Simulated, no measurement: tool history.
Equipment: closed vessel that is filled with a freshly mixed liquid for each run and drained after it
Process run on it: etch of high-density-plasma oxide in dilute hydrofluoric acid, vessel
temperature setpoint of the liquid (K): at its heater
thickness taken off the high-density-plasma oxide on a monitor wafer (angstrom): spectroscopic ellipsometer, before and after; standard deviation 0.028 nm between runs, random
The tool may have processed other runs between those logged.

| run | hour | temperature setpoint of the liquid (K) | parts of water to one part of 49 % hydrofluoric acid (parts by volume) | time in the liquid (s) | thickness taken off the high-density-plasma oxide on a monitor wafer (angstrom) |
|---|---|---|---|---|---|
| 1 | 0 | 294.15 | 50 | 65 | 65.725 |
| 2 | 8.4 | 293.65 | 50 | 65 | 64.021 |
| 3 | 16.9 | 293.15 | 50 | 65 | 62.823 |
| 4 | 22 | 293.15 | 35 | 65 | 91.387 |
| 5 | 27.6 | 292.65 | 40 | 65 | 78.318 |
| 6 | 32.8 | 292.65 | 30 | 65 | 105.77 |
| 7 | 36.6 | 292.15 | 35 | 65 | 88.228 |

For run 8, what comes out?
| 8 | 38.5 | 291.65 | 40 | 65 | ? |

thickness taken off the high-density-plasma oxide on a monitor wafer (angstrom): 74.152
